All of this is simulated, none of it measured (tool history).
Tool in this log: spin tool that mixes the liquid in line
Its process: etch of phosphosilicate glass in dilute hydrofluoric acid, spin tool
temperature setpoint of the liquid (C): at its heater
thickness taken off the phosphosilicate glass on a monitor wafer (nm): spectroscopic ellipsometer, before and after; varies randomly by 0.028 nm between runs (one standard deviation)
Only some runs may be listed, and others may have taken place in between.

run	hour	temperature setpoint of the liquid (C)	parts of water to one part of 49 % hydrofluoric acid (parts by volume)	time under the liquid (s)	thickness taken off the phosphosilicate glass on a monitor wafer (nm)
1	0.0	23.0	265	20	6.8263
2	6.1	24.5	265	20	7.1706
3	13.8	24.5	190	20	10.9850
4	14.3	24.5	255	20	7.6314
5	22.3	24.5	335	20	5.3518
6	24.8	24.5	240	20	8.2941

Estimate the outcome of run 7 from the log above:
7	30.6	22.5	255	20	?

thickness taken off the phosphosilicate glass on a monitor wafer (nm): 7.0536

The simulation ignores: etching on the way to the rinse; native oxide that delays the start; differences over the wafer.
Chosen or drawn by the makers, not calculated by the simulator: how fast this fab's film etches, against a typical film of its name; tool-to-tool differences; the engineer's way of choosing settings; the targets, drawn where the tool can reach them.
